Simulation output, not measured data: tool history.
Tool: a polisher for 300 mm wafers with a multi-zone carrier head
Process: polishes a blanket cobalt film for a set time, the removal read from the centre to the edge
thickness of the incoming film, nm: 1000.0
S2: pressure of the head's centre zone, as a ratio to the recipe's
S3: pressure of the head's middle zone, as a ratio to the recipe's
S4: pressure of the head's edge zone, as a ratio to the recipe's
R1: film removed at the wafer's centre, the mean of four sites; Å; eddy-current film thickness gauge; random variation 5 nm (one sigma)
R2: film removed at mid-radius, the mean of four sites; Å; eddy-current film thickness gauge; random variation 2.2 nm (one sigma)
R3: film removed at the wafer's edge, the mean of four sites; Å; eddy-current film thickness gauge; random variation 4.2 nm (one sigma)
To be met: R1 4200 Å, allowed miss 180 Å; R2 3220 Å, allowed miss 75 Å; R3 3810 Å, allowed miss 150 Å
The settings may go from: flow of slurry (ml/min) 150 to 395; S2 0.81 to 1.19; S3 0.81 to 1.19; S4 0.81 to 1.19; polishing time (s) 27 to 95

run 1 day=0 | flow_of_slurry_(ml/min)=250 S2=1 S3=1 S4=1 polishing_time_(s)=61 | R1=3318.1 R2=3278.2 R3=3267.6
run 2 day=0.108 | flow_of_slurry_(ml/min)=260 S2=1.04 S3=0.98 S4=1.04 polishing_time_(s)=62 | R1=3498.9 R2=3238.7 R3=3426.7
run 3 day=0.379 | flow_of_slurry_(ml/min)=270 S2=1.07 S3=0.97 S4=1.06 polishing_time_(s)=63 | R1=3686.6 R2=3292.6 R3=3549.3
run 4 day=0.629 | flow_of_slurry_(ml/min)=275 S2=1.1 S3=0.96 S4=1.07 polishing_time_(s)=63 | R1=3724.2 R2=3272.6 R3=3506.1
run 5 day=0.983 | flow_of_slurry_(ml/min)=275 S2=1.1 S3=1.02 S4=1.07 polishing_time_(s)=63 | R1=3780.1 R2=3451.9 R3=3552.8
run 6 day=1.054 | flow_of_slurry_(ml/min)=270 S2=1.12 S3=0.99 S4=1.08 polishing_time_(s)=64 | R1=3864.5 R2=3431.2 R3=3624.3
run 7 day=1.092 | flow_of_slurry_(ml/min)=275 S2=1.14 S3=0.96 S4=1.09 polishing_time_(s)=64 | R1=3897.9 R2=3326.1 R3=3654.9
run 8 day=1.321 | flow_of_slurry_(ml/min)=280 S2=1.15 S3=0.94 S4=1.09 polishing_time_(s)=65 | R1=3953.8 R2=3301 R3=3703.4
run 9 day=1.358 | flow_of_slurry_(ml/min)=285 S2=1.16 S3=0.92 S4=1.08 polishing_time_(s)=66 | R1=4052.2 R2=3303.5 R3=3715.6

5 next moves are on the table. One of them brings every result within its allowed miss. Which?
run A day=1.396 | flow_of_slurry_(ml/min)=250 S2=1.1 S3=0.97 S4=1.14 polishing_time_(s)=68 | R1=? R2=? R3=?
run B day=1.396 | flow_of_slurry_(ml/min)=250 S2=1.19 S3=0.91 S4=1.05 polishing_time_(s)=69 | R1=? R2=? R3=?
run C day=1.396 | flow_of_slurry_(ml/min)=240 S2=1.19 S3=0.89 S4=1.14 polishing_time_(s)=67 | R1=? R2=? R3=?
run D day=1.396 | flow_of_slurry_(ml/min)=220 S2=1.12 S3=0.92 S4=1.18 polishing_time_(s)=66 | R1=? R2=? R3=?
run E day=1.396 | flow_of_slurry_(ml/min)=250 S2=1.02 S3=0.83 S4=1.19 polishing_time_(s)=71 | R1=? R2=? R3=?

move=A R1=4045.7 R2=3514 R3=3825.7
move=B R1=4388.9 R2=3379.5 R3=3733.9
move=C R1=4243.1 R2=3208.9 R3=3762.6
move=D R1=3932.3 R2=3222.8 R3=3745.3
move=E R1=3959.1 R2=3225.1 R3=4088.4
A: further off than the last run
B: further off than the last run
C: meets every target
D: brings the result that was furthest off to its target, and leaves another outside
E: brings the result that was furthest off to its target, and leaves another outside
Move C is the one to make.
